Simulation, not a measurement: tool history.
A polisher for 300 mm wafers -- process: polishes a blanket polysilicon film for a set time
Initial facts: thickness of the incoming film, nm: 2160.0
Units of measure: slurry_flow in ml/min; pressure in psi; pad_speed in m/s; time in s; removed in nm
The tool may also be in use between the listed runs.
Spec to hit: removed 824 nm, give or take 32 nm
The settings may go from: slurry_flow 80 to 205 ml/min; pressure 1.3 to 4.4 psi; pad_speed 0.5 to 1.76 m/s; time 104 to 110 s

| run | day | slurry_flow | pressure | pad_speed | time | removed |
|---|---|---|---|---|---|---|
| 1 | 0 | 135 | 2.8 | 1.12 | 104 | 1109.8 |
| 2 | 0.162 | 120 | 2.8 | 1.12 | 104 | 1123.6 |
| 3 | 0.196 | 120 | 2.6 | 1.12 | 104 | 1036 |
| 4 | 0.367 | 120 | 2.6 | 1.12 | 104 | 1005 |
| 5 | 0.596 | 120 | 2.5 | 1.12 | 104 | 1011.4 |
| 6 | 0.921 | 120 | 2.4 | 1.12 | 104 | 975.52 |
| 7 | 1.208 | 120 | 2.3 | 1.12 | 104 | 927.04 |
| 8 | 1.421 | 120 | 2.2 | 1.12 | 104 | 894.56 |
| 9 | 1.771 | 120 | 2.1 | 1.12 | 104 | 859.2 |

Pick the move, out of 4, that brings all results within their allowed miss; only one does.
| A | 2.121 | 115 | 1.8 | 1.02 | 110 | ? |
| B | 2.121 | 145 | 1.5 | 1.28 | 104 | ? |
| C | 2.121 | 110 | 2.1 | 0.96 | 104 | ? |
| D | 2.121 | 135 | 2.8 | 0.74 | 106 | ? |

| move | removed |
|---|---|
| A | 741.82 |
| B | 776.54 |
| C | 746.24 |
| D | 824.11 |
A: pushes the last run's worst result past its target
B: pushes the last run's worst result past its target
C: pushes the last run's worst result past its target
D: each result inside its tolerance
So the answer is move D, the one that meets all the targets.
